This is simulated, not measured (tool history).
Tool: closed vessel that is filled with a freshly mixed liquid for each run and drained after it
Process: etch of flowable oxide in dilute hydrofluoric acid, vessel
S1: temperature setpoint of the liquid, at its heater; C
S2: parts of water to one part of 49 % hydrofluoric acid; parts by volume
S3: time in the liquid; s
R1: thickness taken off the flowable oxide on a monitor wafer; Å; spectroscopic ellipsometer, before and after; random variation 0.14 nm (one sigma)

{"run": 1, "hour": 0.0, "S1": 26.0, "S2": 130, "S3": 30, "R1": 67.424}
{"run": 2, "hour": 3.6, "S1": 28.0, "S2": 110, "S3": 30, "R1": 88.022}
{"run": 3, "hour": 10.3, "S1": 28.0, "S2": 110, "S3": 30, "R1": 87.625}
{"run": 4, "hour": 17.3, "S1": 28.0, "S2": 110, "S3": 30, "R1": 88.765}
{"run": 5, "hour": 24.2, "S1": 29.5, "S2": 100, "S3": 30, "R1": 102.85}
{"run": 6, "hour": 26.8, "S1": 29.5, "S2": 100, "S3": 30, "R1": 102.01}

The next listed run, before its measurement:
{"run": 7, "hour": 32.6, "S1": 30.5, "S2": 90, "S3": 30, "R1": "?"}

R1: 118.900 Å
